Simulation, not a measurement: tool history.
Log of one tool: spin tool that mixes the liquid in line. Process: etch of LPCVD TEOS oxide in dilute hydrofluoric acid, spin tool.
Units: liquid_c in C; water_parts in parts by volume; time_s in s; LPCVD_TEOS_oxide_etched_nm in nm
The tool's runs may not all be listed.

{"run": 1, "hour": 0.0, "liquid_c": 23, "water_parts": 75, "time_s": 110, "LPCVD_TEOS_oxide_etched_nm": 61.171}
{"run": 2, "hour": 1.1, "liquid_c": 24.5, "water_parts": 70, "time_s": 110, "LPCVD_TEOS_oxide_etched_nm": 70.298}
{"run": 3, "hour": 9.6, "liquid_c": 25.5, "water_parts": 65, "time_s": 110, "LPCVD_TEOS_oxide_etched_nm": 78.736}
{"run": 4, "hour": 13.0, "liquid_c": 25.5, "water_parts": 65, "time_s": 115, "LPCVD_TEOS_oxide_etched_nm": 82.112}
{"run": 5, "hour": 20.3, "liquid_c": 26.5, "water_parts": 60, "time_s": 115, "LPCVD_TEOS_oxide_etched_nm": 92.522}
{"run": 6, "hour": 25.6, "liquid_c": 26.5, "water_parts": 60, "time_s": 110, "LPCVD_TEOS_oxide_etched_nm": 88.348}
{"run": 7, "hour": 27.0, "liquid_c": 27.5, "water_parts": 60, "time_s": 110, "LPCVD_TEOS_oxide_etched_nm": 91.99}
{"run": 8, "hour": 29.4, "liquid_c": 28, "water_parts": 60, "time_s": 110, "LPCVD_TEOS_oxide_etched_nm": 94.545}
{"run": 9, "hour": 32.0, "liquid_c": 28.5, "water_parts": 60, "time_s": 110, "LPCVD_TEOS_oxide_etched_nm": 97.425}
{"run": 10, "hour": 34.2, "liquid_c": 29, "water_parts": 60, "time_s": 110, "LPCVD_TEOS_oxide_etched_nm": 98.721}
{"run": 11, "hour": 37.1, "liquid_c": 29.5, "water_parts": 60, "time_s": 110, "LPCVD_TEOS_oxide_etched_nm": 100.78}
{"run": 12, "hour": 38.4, "liquid_c": 30, "water_parts": 60, "time_s": 110, "LPCVD_TEOS_oxide_etched_nm": 103.63}
{"run": 13, "hour": 39.3, "liquid_c": 30.5, "water_parts": 55, "time_s": 110, "LPCVD_TEOS_oxide_etched_nm": 115.41}

The next listed run, before its measurement:
{"run": 14, "hour": 44.9, "liquid_c": 31, "water_parts": 55, "time_s": 110, "LPCVD_TEOS_oxide_etched_nm": "?"}

LPCVD_TEOS_oxide_etched_nm: 119.21 nm
